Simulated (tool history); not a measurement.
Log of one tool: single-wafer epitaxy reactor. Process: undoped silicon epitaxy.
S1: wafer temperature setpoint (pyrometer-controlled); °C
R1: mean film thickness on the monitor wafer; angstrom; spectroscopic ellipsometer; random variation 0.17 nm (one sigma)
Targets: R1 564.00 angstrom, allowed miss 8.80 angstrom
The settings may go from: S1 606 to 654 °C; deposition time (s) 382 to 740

{"run": 1, "hour": 0.0, "S1": 630, "deposition time (s)": 561, "R1": 653.46}
{"run": 2, "hour": 9.1, "S1": 630, "deposition time (s)": 602, "R1": 699.02}
{"run": 3, "hour": 13.4, "S1": 628, "deposition time (s)": 602, "R1": 670.99}
{"run": 4, "hour": 15.0, "S1": 627, "deposition time (s)": 602, "R1": 659.58}
{"run": 5, "hour": 17.8, "S1": 627, "deposition time (s)": 654, "R1": 718.08}
{"run": 6, "hour": 19.6, "S1": 627, "deposition time (s)": 698, "R1": 761.64}
{"run": 7, "hour": 27.6, "S1": 615, "deposition time (s)": 696, "R1": 599.31}
{"run": 8, "hour": 34.2, "S1": 614, "deposition time (s)": 696, "R1": 583.17}

Which of these 4 next moves meets every target?
{"run": "A", "hour": 40.8, "S1": 611, "deposition time (s)": 715, "R1": "?"}
{"run": "B", "hour": 40.8, "S1": 613, "deposition time (s)": 708, "R1": "?"}
{"run": "C", "hour": 40.8, "S1": 613, "deposition time (s)": 659, "R1": "?"}
{"run": "D", "hour": 40.8, "S1": 614, "deposition time (s)": 646, "R1": "?"}

move=A R1=561.97
move=B R1=580.05
move=C R1=539.90
move=D R1=540.32
A: meets every target
B: nearer than the last run, and not there yet
C: takes the result that was furthest off past its target
D: takes the result that was furthest off past its target
The right move is A.
